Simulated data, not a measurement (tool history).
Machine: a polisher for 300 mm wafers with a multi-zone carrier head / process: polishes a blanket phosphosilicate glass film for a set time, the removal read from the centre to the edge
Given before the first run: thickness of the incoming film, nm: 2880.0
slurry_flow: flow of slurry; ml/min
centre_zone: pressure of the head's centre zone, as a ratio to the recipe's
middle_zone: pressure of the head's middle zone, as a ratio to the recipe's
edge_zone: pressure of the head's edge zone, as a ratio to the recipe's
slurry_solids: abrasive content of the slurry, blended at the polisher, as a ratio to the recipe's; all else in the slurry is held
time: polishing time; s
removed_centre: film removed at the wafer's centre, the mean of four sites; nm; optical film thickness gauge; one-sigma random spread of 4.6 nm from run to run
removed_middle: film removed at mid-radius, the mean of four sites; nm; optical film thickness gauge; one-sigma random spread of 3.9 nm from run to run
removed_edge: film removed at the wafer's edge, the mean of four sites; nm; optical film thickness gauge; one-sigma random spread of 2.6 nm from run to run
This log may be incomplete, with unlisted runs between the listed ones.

run	hour	slurry_flow	centre_zone	middle_zone	edge_zone	slurry_solids	time	removed_centre	removed_middle	removed_edge
1	0.0	235	1.00	1.00	1.00	1.00	61	531.43	499.20	512.42
2	8.5	235	1.00	1.00	0.92	1.00	61	539.89	502.54	483.23
3	11.9	230	0.98	1.01	0.90	0.95	61	516.33	491.83	472.43
4	19.0	230	0.98	1.04	0.90	0.95	61	521.18	513.97	473.27
5	20.5	230	0.97	1.05	0.89	0.90	61	505.49	497.23	460.31
6	27.7	230	0.97	1.13	0.89	0.90	61	496.60	535.39	450.32
7	35.3	225	0.96	1.13	0.88	0.85	61	475.28	516.82	448.84
8	40.0	230	0.96	1.14	0.87	0.80	60	463.66	501.93	423.32
9	45.5	230	0.96	1.14	0.86	0.75	60	452.62	486.74	409.77
# hour 47.6: centre zone pressure recalibrated
10	47.6	230	0.95	1.14	0.85	0.70	60	397.89	472.26	396.09
11	48.2	230	0.96	1.13	0.85	0.70	60	399.02	466.35	391.17
12	56.7	225	0.97	1.12	0.84	0.70	60	413.38	455.87	387.81
13	58.4	220	0.97	1.12	0.84	0.70	60	405.56	463.20	390.49

Run 14 is up next; what results do you expect?
14	62.5	210	1.01	1.09	0.81	0.60	60	?	?	?

removed_centre: 386.42 nm
removed_middle: 411.97 nm
removed_edge: 354.67 nm
